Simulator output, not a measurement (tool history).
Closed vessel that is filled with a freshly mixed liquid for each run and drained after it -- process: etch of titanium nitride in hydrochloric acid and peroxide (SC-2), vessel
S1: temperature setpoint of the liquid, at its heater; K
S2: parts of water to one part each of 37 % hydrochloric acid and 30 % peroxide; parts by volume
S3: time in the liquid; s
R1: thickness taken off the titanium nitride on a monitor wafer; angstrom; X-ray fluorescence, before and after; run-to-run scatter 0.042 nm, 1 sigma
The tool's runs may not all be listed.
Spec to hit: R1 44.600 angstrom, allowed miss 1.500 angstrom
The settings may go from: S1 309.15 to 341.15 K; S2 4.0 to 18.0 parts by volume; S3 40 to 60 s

{"run": 1, "hour": 0.0, "S1": 325.15, "S2": 10.0, "S3": 60, "R1": 20.781}
{"run": 2, "hour": 2.7, "S1": 325.15, "S2": 10.0, "S3": 40, "R1": 14.042}
{"run": 3, "hour": 7.9, "S1": 325.15, "S2": 10.0, "S3": 60, "R1": 20.785}
{"run": 4, "hour": 13.1, "S1": 325.15, "S2": 10.0, "S3": 40, "R1": 13.996}
{"run": 5, "hour": 18.8, "S1": 327.15, "S2": 10.0, "S3": 40, "R1": 16.167}
{"run": 6, "hour": 25.8, "S1": 327.15, "S2": 10.0, "S3": 60, "R1": 23.86}
{"run": 7, "hour": 33.1, "S1": 327.15, "S2": 10.0, "S3": 60, "R1": 23.928}
{"run": 8, "hour": 36.5, "S1": 328.15, "S2": 10.0, "S3": 60, "R1": 25.664}
{"run": 9, "hour": 44.2, "S1": 328.65, "S2": 10.0, "S3": 60, "R1": 26.594}
{"run": 10, "hour": 47.3, "S1": 329.15, "S2": 10.0, "S3": 60, "R1": 26.692}
{"run": 11, "hour": 51.8, "S1": 330.15, "S2": 10.0, "S3": 60, "R1": 29.196}
{"run": 12, "hour": 54.3, "S1": 330.65, "S2": 10.0, "S3": 60, "R1": 30.189}
{"run": 13, "hour": 59.8, "S1": 331.15, "S2": 10.0, "S3": 60, "R1": 31.33}
{"run": 14, "hour": 61.8, "S1": 331.65, "S2": 10.0, "S3": 60, "R1": 31.221}
{"run": 15, "hour": 67.7, "S1": 332.15, "S2": 10.0, "S3": 60, "R1": 32.805}
{"run": 16, "hour": 73.0, "S1": 332.65, "S2": 10.0, "S3": 60, "R1": 33.228}
{"run": 17, "hour": 80.9, "S1": 333.15, "S2": 10.0, "S3": 60, "R1": 35.347}
{"run": 18, "hour": 85.0, "S1": 333.65, "S2": 10.0, "S3": 60, "R1": 36.776}
{"run": 19, "hour": 86.5, "S1": 334.15, "S2": 10.0, "S3": 60, "R1": 37.304}
{"run": 20, "hour": 90.5, "S1": 334.65, "S2": 10.0, "S3": 60, "R1": 38.354}
{"run": 21, "hour": 92.5, "S1": 335.15, "S2": 10.0, "S3": 60, "R1": 39.915}

Which of these 5 next moves meets every target?
{"run": "A", "hour": 94.5, "S1": 341.15, "S2": 17.5, "S3": 60, "R1": "?"}
{"run": "B", "hour": 94.5, "S1": 339.65, "S2": 9.5, "S3": 40, "R1": "?"}
{"run": "C", "hour": 94.5, "S1": 334.65, "S2": 10.0, "S3": 55, "R1": "?"}
{"run": "D", "hour": 94.5, "S1": 336.15, "S2": 10.5, "S3": 55, "R1": "?"}
{"run": "E", "hour": 94.5, "S1": 339.15, "S2": 9.5, "S3": 50, "R1": "?"}

move=A R1=35.088
move=B R1=36.246
move=C R1=35.161
move=D R1=37.038
move=E R1=43.958
A: further off than the last run
B: further off than the last run
C: further off than the last run
D: further off than the last run
E: each result inside its tolerance
E meets every target.

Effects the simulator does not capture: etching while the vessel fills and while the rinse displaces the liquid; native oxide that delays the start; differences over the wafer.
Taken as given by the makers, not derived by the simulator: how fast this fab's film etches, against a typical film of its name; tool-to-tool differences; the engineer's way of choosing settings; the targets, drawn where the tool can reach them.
